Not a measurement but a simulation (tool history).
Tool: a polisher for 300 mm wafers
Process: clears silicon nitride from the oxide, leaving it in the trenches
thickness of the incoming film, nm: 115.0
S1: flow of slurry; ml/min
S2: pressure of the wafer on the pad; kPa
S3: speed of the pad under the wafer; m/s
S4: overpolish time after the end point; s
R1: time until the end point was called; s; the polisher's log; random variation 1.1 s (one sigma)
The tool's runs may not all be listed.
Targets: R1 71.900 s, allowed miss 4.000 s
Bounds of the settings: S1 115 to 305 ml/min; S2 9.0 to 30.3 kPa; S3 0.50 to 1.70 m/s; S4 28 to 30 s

run 1 hour=0.0 | S1=195 S2=19.3 S3=1.10 S4=28 | R1=111.460
run 2 hour=7.4 | S1=195 S2=20.7 S3=1.12 S4=28 | R1=102.860
run 3 hour=11.3 | S1=195 S2=20.7 S3=1.12 S4=28 | R1=100.690
run 4 hour=14.8 | S1=195 S2=22.1 S3=1.12 S4=28 | R1=97.960
run 5 hour=22.5 | S1=195 S2=22.1 S3=1.12 S4=30 | R1=94.154
run 6 hour=24.3 | S1=195 S2=22.1 S3=0.96 S4=30 | R1=112.480
run 7 hour=32.4 | S1=195 S2=22.1 S3=0.96 S4=30 | R1=109.960
run 8 hour=37.8 | S1=195 S2=22.1 S3=0.96 S4=30 | R1=110.800
run 9 hour=45.7 | S1=195 S2=24.1 S3=0.98 S4=30 | R1=99.696

5 next moves are on the table. One of them brings every result within its allowed miss. Which?
run A hour=53.6 | S1=190 S2=30.3 S3=1.08 S4=30 | R1=?
run B hour=53.6 | S1=160 S2=20.7 S3=0.80 S4=28 | R1=?
run C hour=53.6 | S1=220 S2=26.9 S3=1.34 S4=30 | R1=?
run D hour=53.6 | S1=170 S2=22.8 S3=0.62 S4=28 | R1=?
run E hour=53.6 | S1=175 S2=28.3 S3=1.34 S4=30 | R1=?

move=A R1=72.208
move=B R1=143.160
move=C R1=64.839
move=D R1=163.220
move=E R1=63.841
A: meets every target
B: further off than the last run
C: takes the result that was furthest off past its target
D: further off than the last run
E: takes the result that was furthest off past its target
Answer: A
